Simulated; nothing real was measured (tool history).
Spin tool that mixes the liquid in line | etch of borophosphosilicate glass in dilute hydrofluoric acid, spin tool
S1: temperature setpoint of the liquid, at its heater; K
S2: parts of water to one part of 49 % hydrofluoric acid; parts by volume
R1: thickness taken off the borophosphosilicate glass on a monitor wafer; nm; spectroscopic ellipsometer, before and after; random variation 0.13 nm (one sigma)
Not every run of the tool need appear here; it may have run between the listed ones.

Run 1, hour 0.0: S1 297.15 K, S2 200 parts by volume, time under the liquid (s) 75. Result: R1 12.131 nm.
Run 2, hour 5.4: S1 293.65 K, S2 200 parts by volume, time under the liquid (s) 75. Result: R1 10.685 nm.
Run 3, hour 12.2: S1 295.65 K, S2 180 parts by volume, time under the liquid (s) 75. Result: R1 13.196 nm.
Run 4, hour 20.5: S1 297.15 K, S2 165 parts by volume, time under the liquid (s) 75. Result: R1 15.486 nm.
Run 5, hour 28.5: S1 300.15 K, S2 165 parts by volume, time under the liquid (s) 75. Result: R1 17.238 nm.
Run 6, hour 29.6: S1 300.15 K, S2 165 parts by volume, time under the liquid (s) 75. Result: R1 17.104 nm.
Run 7, hour 31.7: S1 300.15 K, S2 165 parts by volume, time under the liquid (s) 75. Result: R1 17.220 nm.
At hour 34.0: hydrofluoric acid flow meter replaced.
Run 8, hour 34.0: S1 304.15 K, S2 85 parts by volume, time under the liquid (s) 75. Result: R1 50.089 nm.
Run 9, hour 41.2: S1 303.15 K, S2 85 parts by volume, time under the liquid (s) 75. Result: R1 48.319 nm.
Run 10, hour 47.5: S1 301.65 K, S2 85 parts by volume, time under the liquid (s) 75. Result: R1 45.412 nm.
Run 11, hour 51.6: S1 300.15 K, S2 85 parts by volume, time under the liquid (s) 75. Result: R1 43.209 nm.

Run 12 comes next. What will it give?
Run 12, hour 53.2: S1 298.65 K, S2 85 parts by volume, time under the liquid (s) 75. Result: R1 ?.

R1: 40.360 nm
